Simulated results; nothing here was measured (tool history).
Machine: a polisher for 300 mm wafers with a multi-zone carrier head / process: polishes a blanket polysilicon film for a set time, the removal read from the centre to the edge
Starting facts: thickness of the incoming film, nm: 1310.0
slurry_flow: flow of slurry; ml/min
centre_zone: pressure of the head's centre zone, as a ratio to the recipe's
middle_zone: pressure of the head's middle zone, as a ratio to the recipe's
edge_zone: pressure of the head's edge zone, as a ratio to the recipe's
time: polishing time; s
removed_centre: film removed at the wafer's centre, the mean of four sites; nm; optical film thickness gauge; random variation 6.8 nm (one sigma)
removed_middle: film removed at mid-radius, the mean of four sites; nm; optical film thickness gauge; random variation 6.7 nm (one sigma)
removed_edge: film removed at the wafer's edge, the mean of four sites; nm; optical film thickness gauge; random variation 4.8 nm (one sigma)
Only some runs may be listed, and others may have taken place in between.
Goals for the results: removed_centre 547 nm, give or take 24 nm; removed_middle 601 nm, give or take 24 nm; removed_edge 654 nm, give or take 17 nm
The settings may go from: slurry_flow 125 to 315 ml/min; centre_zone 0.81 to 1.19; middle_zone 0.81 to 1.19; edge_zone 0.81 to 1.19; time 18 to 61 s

Run 1, day 0: slurry_flow 205 ml/min, centre_zone 1, middle_zone 1, edge_zone 1, time 39 s. Result: removed_centre 427.7 nm, removed_middle 431.55 nm, removed_edge 423.25 nm.
Run 2, day 0.362: slurry_flow 205 ml/min, centre_zone 0.99, middle_zone 1, edge_zone 1.03, time 41 s. Result: removed_centre 448.23 nm, removed_middle 443.41 nm, removed_edge 450.33 nm.
Run 3, day 0.717: slurry_flow 205 ml/min, centre_zone 0.97, middle_zone 1.01, edge_zone 1.05, time 43 s. Result: removed_centre 450.35 nm, removed_middle 477.39 nm, removed_edge 481.95 nm.
Run 4, day 0.962: slurry_flow 205 ml/min, centre_zone 0.97, middle_zone 0.94, edge_zone 1.05, time 43 s. Result: removed_centre 466.55 nm, removed_middle 447.38 nm, removed_edge 478.33 nm.
Run 5, day 1.3: slurry_flow 205 ml/min, centre_zone 0.97, middle_zone 0.9, edge_zone 1.05, time 43 s. Result: removed_centre 452.2 nm, removed_middle 433.45 nm, removed_edge 482 nm.
Run 6, day 1.654: slurry_flow 205 ml/min, centre_zone 0.97, middle_zone 0.9, edge_zone 1.01, time 43 s. Result: removed_centre 452.99 nm, removed_middle 430.4 nm, removed_edge 476.01 nm.
Run 7, day 1.738: slurry_flow 210 ml/min, centre_zone 0.96, middle_zone 0.91, edge_zone 1.02, time 45 s. Result: removed_centre 469.59 nm, removed_middle 459.87 nm, removed_edge 495.22 nm.
Run 8, day 1.967: slurry_flow 205 ml/min, centre_zone 0.95, middle_zone 0.92, edge_zone 1.04, time 47 s. Result: removed_centre 491.33 nm, removed_middle 483.8 nm, removed_edge 522.31 nm.
Run 9, day 2.096: slurry_flow 210 ml/min, centre_zone 0.94, middle_zone 0.93, edge_zone 1.06, time 48 s. Result: removed_centre 488.07 nm, removed_middle 492.72 nm, removed_edge 551.59 nm.
Run 10, day 2.267: slurry_flow 210 ml/min, centre_zone 0.94, middle_zone 0.93, edge_zone 1.06, time 48 s. Result: removed_centre 495.8 nm, removed_middle 502.3 nm, removed_edge 546.79 nm.
Run 11, day 2.533: slurry_flow 215 ml/min, centre_zone 0.94, middle_zone 0.94, edge_zone 1.08, time 49 s. Result: removed_centre 505.89 nm, removed_middle 521.36 nm, removed_edge 560 nm.
Run 12, day 2.717: slurry_flow 215 ml/min, centre_zone 0.93, middle_zone 0.94, edge_zone 1.09, time 50 s. Result: removed_centre 504.85 nm, removed_middle 526.12 nm, removed_edge 574.42 nm.
Run 13, day 2.762: slurry_flow 215 ml/min, centre_zone 0.93, middle_zone 0.94, edge_zone 1.1, time 51 s. Result: removed_centre 526.13 nm, removed_middle 539.12 nm, removed_edge 589.33 nm.

Which single option among these 4 for the next run brings every result within its allowed miss of target? Just one does.
Run A, day 2.808: slurry_flow 225 ml/min, centre_zone 0.84, middle_zone 0.94, edge_zone 1.08, time 54 s. Result: removed_centre ?, removed_middle ?, removed_edge ?.
Run B, day 2.808: slurry_flow 280 ml/min, centre_zone 0.93, middle_zone 1.19, edge_zone 0.94, time 49 s. Result: removed_centre ?, removed_middle ?, removed_edge ?.
Run C, day 2.808: slurry_flow 275 ml/min, centre_zone 0.86, middle_zone 0.85, edge_zone 1.09, time 51 s. Result: removed_centre ?, removed_middle ?, removed_edge ?.
Run D, day 2.808: slurry_flow 200 ml/min, centre_zone 0.86, middle_zone 0.92, edge_zone 1.04, time 59 s. Result: removed_centre ?, removed_middle ?, removed_edge ?.

move  removed_centre  removed_middle  removed_edge
   A           496.1          584.94        618.89
   B          514.11          656.06        533.72
   C          492.36          524.02        598.59
   D          544.94          618.34         655.7
A: nearer the targets than the last run, but a result is still out of spec
B: the biggest miss grows against the last run
C: nearer the targets than the last run, but a result is still out of spec
D: all results land within tolerance of their targets
Correct choice: D, which meets every target
